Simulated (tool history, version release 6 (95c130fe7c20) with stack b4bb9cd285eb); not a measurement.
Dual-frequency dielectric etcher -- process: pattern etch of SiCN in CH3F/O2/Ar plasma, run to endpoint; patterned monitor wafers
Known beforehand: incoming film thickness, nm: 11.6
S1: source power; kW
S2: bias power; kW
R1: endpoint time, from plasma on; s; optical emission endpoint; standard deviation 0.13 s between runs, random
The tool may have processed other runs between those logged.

Run 1, hour 0.0: S1 0.300 kW, S2 0.092 kW. Result: R1 30.182 s.
Run 2, hour 5.6: S1 0.260 kW, S2 0.086 kW. Result: R1 34.016 s.
Run 3, hour 11.1: S1 0.250 kW, S2 0.085 kW. Result: R1 35.092 s.
Run 4, hour 19.7: S1 0.200 kW, S2 0.085 kW. Result: R1 42.095 s.
Run 5, hour 26.9: S1 0.170 kW, S2 0.085 kW. Result: R1 51.647 s.
Run 6, hour 30.7: S1 0.190 kW, S2 0.086 kW. Result: R1 44.271 s.
Run 7, hour 33.9: S1 0.200 kW, S2 0.086 kW. Result: R1 41.837 s.
Run 8, hour 36.3: S1 0.200 kW, S2 0.086 kW. Result: R1 41.704 s.
Run 9, hour 45.2: S1 0.260 kW, S2 0.094 kW. Result: R1 32.749 s.
Run 10, hour 46.6: S1 0.250 kW, S2 0.094 kW. Result: R1 33.446 s.

Expected results for the next run?
Run 11, hour 54.3: S1 0.240 kW, S2 0.094 kW. Result: R1 ?.

Run 11 produced R1 34.182 s.

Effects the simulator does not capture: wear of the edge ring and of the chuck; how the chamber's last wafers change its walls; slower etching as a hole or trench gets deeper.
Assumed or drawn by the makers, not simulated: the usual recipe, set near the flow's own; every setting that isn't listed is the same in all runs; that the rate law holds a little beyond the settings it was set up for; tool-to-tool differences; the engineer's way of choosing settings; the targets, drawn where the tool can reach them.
